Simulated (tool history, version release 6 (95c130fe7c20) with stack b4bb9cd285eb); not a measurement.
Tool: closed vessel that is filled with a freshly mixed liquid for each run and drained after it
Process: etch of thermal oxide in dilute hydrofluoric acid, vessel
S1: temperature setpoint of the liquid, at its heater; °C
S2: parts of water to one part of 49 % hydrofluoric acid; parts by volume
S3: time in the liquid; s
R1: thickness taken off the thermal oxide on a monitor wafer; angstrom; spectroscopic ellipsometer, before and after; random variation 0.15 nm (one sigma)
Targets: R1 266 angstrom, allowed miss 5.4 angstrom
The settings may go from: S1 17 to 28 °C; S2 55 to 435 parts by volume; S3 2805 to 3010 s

run	hour	S1	S2	S3	R1
1	0	20	245	2805	405.68
2	7	17	245	2805	366.03
3	9.7	19.5	245	2805	398.64
4	18.1	18.5	265	2805	350.34
5	21	18.5	265	3010	370.58
6	25.7	17	265	3010	353.8
7	31.2	17	280	3010	329.07
8	33.5	17	295	3010	310.4
9	37.5	17	295	3010	309.55

4 next moves are on the table. One of them brings every result within its allowed miss. Which?
A	41.5	17	320	2870	?
B	41.5	18.5	315	2820	?
C	41.5	17	300	2825	?
D	41.5	17	330	2805	?

move	R1
A	266.91
B	282.89
C	284.92
D	250.89
A: meets every target
B: nearer than the last run, and not there yet
C: nearer than the last run, and not there yet
D: takes the result that was furthest off past its target
The right move is A.
